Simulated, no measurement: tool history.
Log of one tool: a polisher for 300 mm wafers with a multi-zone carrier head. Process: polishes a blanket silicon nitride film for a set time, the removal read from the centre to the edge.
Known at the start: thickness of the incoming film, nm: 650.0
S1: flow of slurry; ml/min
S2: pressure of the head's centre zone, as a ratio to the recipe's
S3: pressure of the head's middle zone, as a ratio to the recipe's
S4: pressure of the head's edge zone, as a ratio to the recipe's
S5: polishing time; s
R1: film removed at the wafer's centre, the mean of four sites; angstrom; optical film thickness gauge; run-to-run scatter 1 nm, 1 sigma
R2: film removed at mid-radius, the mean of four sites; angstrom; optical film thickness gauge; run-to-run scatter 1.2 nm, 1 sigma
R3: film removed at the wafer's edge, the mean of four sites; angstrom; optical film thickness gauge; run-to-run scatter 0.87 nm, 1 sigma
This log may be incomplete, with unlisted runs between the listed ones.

run,hour,S1,S2,S3,S4,S5,R1,R2,R3
1,0,140,1,1,1,48,925.04,928.26,919.86
2,7.8,140,1,1,1,42,815.69,806.65,804.69
3,11,150,1.01,1.02,1.02,43,864.42,856.55,836
4,13.3,150,1.07,1.02,1.02,43,921.13,840.61,842.53
5,15.5,150,1.07,1.02,1.02,32,682.8,632.17,634.01
6,16.9,150,1.07,1.09,1.02,32,671.16,674.18,632.12
7,18.7,155,1.07,1.1,1.04,35,765.12,742.36,693.86

What will run 8 give?
8,20.5,155,1.07,1.1,1.04,35,?,?,?

{"run 8": {"R1": 745.05, "R2": 742.59, "R3": 700.05}}

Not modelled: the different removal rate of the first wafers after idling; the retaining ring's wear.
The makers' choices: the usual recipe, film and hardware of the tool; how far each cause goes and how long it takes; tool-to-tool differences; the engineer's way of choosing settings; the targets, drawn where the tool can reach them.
